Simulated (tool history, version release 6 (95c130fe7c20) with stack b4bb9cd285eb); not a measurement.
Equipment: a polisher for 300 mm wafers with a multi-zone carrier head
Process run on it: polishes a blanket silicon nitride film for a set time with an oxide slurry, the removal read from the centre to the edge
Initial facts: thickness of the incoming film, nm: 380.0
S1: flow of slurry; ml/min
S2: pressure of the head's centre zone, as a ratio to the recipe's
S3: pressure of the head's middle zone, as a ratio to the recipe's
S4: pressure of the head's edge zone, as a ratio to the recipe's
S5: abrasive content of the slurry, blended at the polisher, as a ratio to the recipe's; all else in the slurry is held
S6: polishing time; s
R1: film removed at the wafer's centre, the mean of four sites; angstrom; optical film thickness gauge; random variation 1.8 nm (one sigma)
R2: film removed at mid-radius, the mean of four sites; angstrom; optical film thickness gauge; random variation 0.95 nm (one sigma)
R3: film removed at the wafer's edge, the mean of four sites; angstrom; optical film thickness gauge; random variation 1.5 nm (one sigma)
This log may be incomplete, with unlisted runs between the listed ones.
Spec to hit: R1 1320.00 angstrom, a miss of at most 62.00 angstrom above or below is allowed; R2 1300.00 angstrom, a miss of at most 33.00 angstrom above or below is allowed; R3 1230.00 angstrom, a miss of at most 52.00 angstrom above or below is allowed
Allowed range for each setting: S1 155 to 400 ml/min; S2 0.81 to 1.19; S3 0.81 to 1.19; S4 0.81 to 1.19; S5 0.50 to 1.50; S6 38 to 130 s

{"run": 1, "hour": 0.0, "S1": 255, "S2": 1.0, "S3": 1.0, "S4": 1.0, "S5": 1.0, "S6": 84, "R1": 792.49, "R2": 803.74, "R3": 781.0}
{"run": 2, "hour": 6.0, "S1": 260, "S2": 1.02, "S3": 1.02, "S4": 1.03, "S5": 1.1, "S6": 86, "R1": 859.66, "R2": 871.65, "R3": 882.48}
{"run": 3, "hour": 11.4, "S1": 270, "S2": 1.05, "S3": 1.05, "S4": 1.02, "S5": 1.2, "S6": 87, "R1": 937.9, "R2": 952.14, "R3": 913.61}
{"run": 4, "hour": 12.0, "S1": 270, "S2": 1.05, "S3": 1.05, "S4": 1.02, "S5": 1.2, "S6": 78, "R1": 830.35, "R2": 837.92, "R3": 801.54}
{"run": 5, "hour": 16.4, "S1": 275, "S2": 1.08, "S3": 1.07, "S4": 1.04, "S5": 1.25, "S6": 81, "R1": 898.32, "R2": 904.34, "R3": 852.24}
{"run": 6, "hour": 24.9, "S1": 280, "S2": 1.09, "S3": 1.08, "S4": 1.05, "S5": 1.3, "S6": 85, "R1": 964.96, "R2": 985.19, "R3": 938.26}
{"run": 7, "hour": 29.7, "S1": 335, "S2": 1.19, "S3": 1.13, "S4": 1.06, "S5": 1.5, "S6": 97, "R1": 1284.8, "R2": 1259.3, "R3": 1129.6}
{"run": 8, "hour": 32.3, "S1": 335, "S2": 1.19, "S3": 1.13, "S4": 1.07, "S5": 1.5, "S6": 98, "R1": 1300.6, "R2": 1267.6, "R3": 1132.9}

Which single option among these 5 for the next run brings every result within its allowed miss of target? Just one does.
{"run": "A", "hour": 34.9, "S1": 255, "S2": 1.17, "S3": 1.14, "S4": 1.14, "S5": 1.45, "S6": 105, "R1": "?", "R2": "?", "R3": "?"}
{"run": "B", "hour": 34.9, "S1": 285, "S2": 1.19, "S3": 0.98, "S4": 1.08, "S5": 1.5, "S6": 116, "R1": "?", "R2": "?", "R3": "?"}
{"run": "C", "hour": 34.9, "S1": 385, "S2": 1.08, "S3": 1.05, "S4": 1.19, "S5": 1.3, "S6": 111, "R1": "?", "R2": "?", "R3": "?"}
{"run": "D", "hour": 34.9, "S1": 340, "S2": 1.19, "S3": 1.09, "S4": 1.1, "S5": 1.5, "S6": 111, "R1": "?", "R2": "?", "R3": "?"}
{"run": "E", "hour": 34.9, "S1": 340, "S2": 1.19, "S3": 1.08, "S4": 1.17, "S5": 1.5, "S6": 111, "R1": "?", "R2": "?", "R3": "?"}

move=A R1=1347.30 R2=1316.80 R3=1228.30
move=B R1=1549.50 R2=1317.40 R3=1353.40
move=C R1=1335.60 R2=1296.80 R3=1313.00
move=D R1=1513.00 R2=1400.30 R3=1322.80
move=E R1=1512.90 R2=1389.50 R3=1365.60
A: meets every target
B: takes the result that was furthest off past its target
C: takes the result that was furthest off past its target
D: takes the result that was furthest off past its target
E: takes the result that was furthest off past its target
Answer: A
